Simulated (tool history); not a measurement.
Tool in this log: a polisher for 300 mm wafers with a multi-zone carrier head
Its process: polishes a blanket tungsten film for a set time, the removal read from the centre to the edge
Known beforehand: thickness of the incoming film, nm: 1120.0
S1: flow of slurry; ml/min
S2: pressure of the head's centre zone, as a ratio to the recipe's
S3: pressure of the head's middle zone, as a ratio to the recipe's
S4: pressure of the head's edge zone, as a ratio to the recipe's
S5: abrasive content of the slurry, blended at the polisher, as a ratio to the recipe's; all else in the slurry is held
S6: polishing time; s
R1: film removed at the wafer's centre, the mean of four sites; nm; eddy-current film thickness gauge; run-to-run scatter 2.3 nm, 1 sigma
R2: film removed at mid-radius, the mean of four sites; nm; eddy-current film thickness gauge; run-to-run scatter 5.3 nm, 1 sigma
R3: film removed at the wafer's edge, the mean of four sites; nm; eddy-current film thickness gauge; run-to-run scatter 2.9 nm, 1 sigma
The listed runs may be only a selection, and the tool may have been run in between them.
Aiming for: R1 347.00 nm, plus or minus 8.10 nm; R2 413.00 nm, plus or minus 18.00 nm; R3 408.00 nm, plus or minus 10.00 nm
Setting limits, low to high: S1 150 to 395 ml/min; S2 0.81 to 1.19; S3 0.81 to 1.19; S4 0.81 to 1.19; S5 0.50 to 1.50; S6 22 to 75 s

run    day   S1    S2    S3    S4    S5  S6      R1      R2      R3
  1  0.000  250  1.00  1.00  1.00  1.00  48  323.93  323.54  314.22
  2  0.088  250  0.92  1.00  1.00  1.00  48  299.07  328.36  311.99
  3  0.375  255  0.91  1.01  1.04  1.15  49  313.55  335.91  335.57
  4  0.675  255  0.91  1.01  1.04  1.15  54  342.15  381.14  371.28
  5  0.708  255  0.91  1.01  1.04  1.35  54  359.47  385.83  382.67
  6  0.762  255  0.90  1.03  1.06  1.35  54  348.42  397.81  388.41
  7  1.062  260  0.90  1.03  1.07  1.35  54  353.57  400.26  386.87
  8  1.404  255  0.89  1.03  1.09  1.35  54  345.42  399.45  392.11
  9  1.629  260  0.89  1.03  1.10  1.35  54  353.91  387.23  390.77
 10  1.796  255  0.88  1.04  1.11  1.40  54  346.99  409.62  396.03

Which of these 5 next moves meets every target?
  A  1.962  225  0.88  0.95  1.19  1.20  57   ?   ?   ?
  B  1.962  345  0.83  1.01  1.02  1.10  56   ?   ?   ?
  C  1.962  255  0.91  1.07  1.09  1.35  53   ?   ?   ?
  D  1.962  260  0.99  1.16  1.09  1.40  51   ?   ?   ?
  E  1.962  245  0.81  0.97  0.97  1.20  61   ?   ?   ?

move      R1      R2      R3
   A  348.50  367.94  411.75
   B  333.76  390.71  387.40
   C  349.25  393.68  383.30
   D  368.73  409.93  371.90
   E  348.20  405.06  411.79
A: corrects the largest miss of the last run, while another result sits out of spec
B: the biggest miss grows against the last run
C: the biggest miss grows against the last run
D: the biggest miss grows against the last run
E: meets every target
The move that meets every target is E.

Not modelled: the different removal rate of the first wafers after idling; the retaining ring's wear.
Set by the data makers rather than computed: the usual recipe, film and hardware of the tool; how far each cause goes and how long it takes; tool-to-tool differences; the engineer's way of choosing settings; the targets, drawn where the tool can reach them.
